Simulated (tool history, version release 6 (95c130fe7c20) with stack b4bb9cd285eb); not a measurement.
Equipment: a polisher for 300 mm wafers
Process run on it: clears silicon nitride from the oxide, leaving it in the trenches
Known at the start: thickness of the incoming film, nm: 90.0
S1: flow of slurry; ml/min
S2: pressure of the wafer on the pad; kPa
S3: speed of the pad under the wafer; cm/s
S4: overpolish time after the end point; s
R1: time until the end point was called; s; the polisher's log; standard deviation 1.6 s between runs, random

{"run": 1, "hour": 0.0, "S1": 255, "S2": 19.3, "S3": 104, "S4": 14, "R1": 108.31}
{"run": 2, "hour": 3.1, "S1": 255, "S2": 23.4, "S3": 104, "S4": 14, "R1": 88.388}
{"run": 3, "hour": 9.9, "S1": 255, "S2": 22.1, "S3": 104, "S4": 14, "R1": 94.926}
{"run": 4, "hour": 14.7, "S1": 255, "S2": 20.7, "S3": 104, "S4": 14, "R1": 100.36}
{"run": 5, "hour": 21.3, "S1": 255, "S2": 19.3, "S3": 104, "S4": 14, "R1": 111.66}
{"run": 6, "hour": 28.4, "S1": 255, "S2": 19.3, "S3": 104, "S4": 14, "R1": 109.45}
{"run": 7, "hour": 33.5, "S1": 255, "S2": 18.6, "S3": 104, "S4": 14, "R1": 114.57}
{"run": 8, "hour": 42.2, "S1": 255, "S2": 17.9, "S3": 104, "S4": 14, "R1": 118.14}
{"run": 9, "hour": 46.2, "S1": 255, "S2": 17.2, "S3": 104, "S4": 14, "R1": 121.59}
{"run": 10, "hour": 54.5, "S1": 255, "S2": 16.5, "S3": 104, "S4": 14, "R1": 126.23}

For run 11, what comes out?
{"run": 11, "hour": 59.5, "S1": 255, "S2": 15.9, "S3": 104, "S4": 14, "R1": "?"}

R1: 131.06 s
